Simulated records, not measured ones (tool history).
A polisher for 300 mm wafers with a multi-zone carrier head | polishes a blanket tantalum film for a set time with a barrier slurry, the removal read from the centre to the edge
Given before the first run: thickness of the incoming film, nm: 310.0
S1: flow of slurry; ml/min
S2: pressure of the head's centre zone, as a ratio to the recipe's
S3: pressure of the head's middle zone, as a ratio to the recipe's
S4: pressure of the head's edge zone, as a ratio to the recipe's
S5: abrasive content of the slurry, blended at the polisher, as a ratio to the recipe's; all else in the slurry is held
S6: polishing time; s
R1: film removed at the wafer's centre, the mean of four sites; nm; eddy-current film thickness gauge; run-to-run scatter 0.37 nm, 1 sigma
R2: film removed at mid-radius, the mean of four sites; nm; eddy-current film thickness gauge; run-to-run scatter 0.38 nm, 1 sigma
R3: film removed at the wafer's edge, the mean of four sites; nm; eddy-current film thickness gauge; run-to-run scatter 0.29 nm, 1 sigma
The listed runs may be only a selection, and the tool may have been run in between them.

Run 1, hour 0: S1 130 ml/min, S2 1, S3 1, S4 1, S5 1, S6 35 s. Result: R1 40.024 nm, R2 38.773 nm, R3 39.489 nm.
Run 2, hour 5.6: S1 125 ml/min, S2 1, S3 0.99, S4 0.98, S5 0.95, S6 35 s. Result: R1 38.815 nm, R2 37.409 nm, R3 38.309 nm.
Run 3, hour 13.1: S1 125 ml/min, S2 1, S3 0.99, S4 0.98, S5 1.15, S6 35 s. Result: R1 40.813 nm, R2 39.353 nm, R3 40.503 nm.
Run 4, hour 16.8: S1 115 ml/min, S2 1, S3 0.99, S4 0.98, S5 1.15, S6 35 s. Result: R1 39.544 nm, R2 38.732 nm, R3 39.654 nm.
Run 5, hour 23.6: S1 115 ml/min, S2 1, S3 0.99, S4 0.91, S5 1.15, S6 35 s. Result: R1 39.628 nm, R2 39.279 nm, R3 38.602 nm.
Run 6, hour 26.2: S1 115 ml/min, S2 1, S3 0.99, S4 0.91, S5 1.05, S6 35 s. Result: R1 38.43 nm, R2 38.767 nm, R3 37.292 nm.
Run 7, hour 28.2: S1 115 ml/min, S2 1.01, S3 0.97, S4 0.91, S5 1, S6 35 s. Result: R1 38.904 nm, R2 36.868 nm, R3 37.021 nm.
Run 8, hour 35.2: S1 110 ml/min, S2 1.01, S3 0.96, S4 0.9, S5 1, S6 35 s. Result: R1 38.217 nm, R2 36.162 nm, R3 37.067 nm.
Run 9, hour 42.6: S1 110 ml/min, S2 1.02, S3 0.95, S4 0.89, S5 0.95, S6 35 s. Result: R1 39.03 nm, R2 35.77 nm, R3 35.873 nm.
Run 10, hour 44.5: S1 105 ml/min, S2 1.02, S3 0.94, S4 0.89, S5 0.95, S6 35 s. Result: R1 37.757 nm, R2 34.436 nm, R3 35.699 nm.

Run 11, settings as shown, results not yet in. Your forecast:
Run 11, hour 48.4: S1 105 ml/min, S2 1.02, S3 0.93, S4 0.88, S5 0.95, S6 35 s. Result: R1 ?, R2 ?, R3 ?.

R1: 37.499 nm
R2: 34.241 nm
R3: 35.643 nm
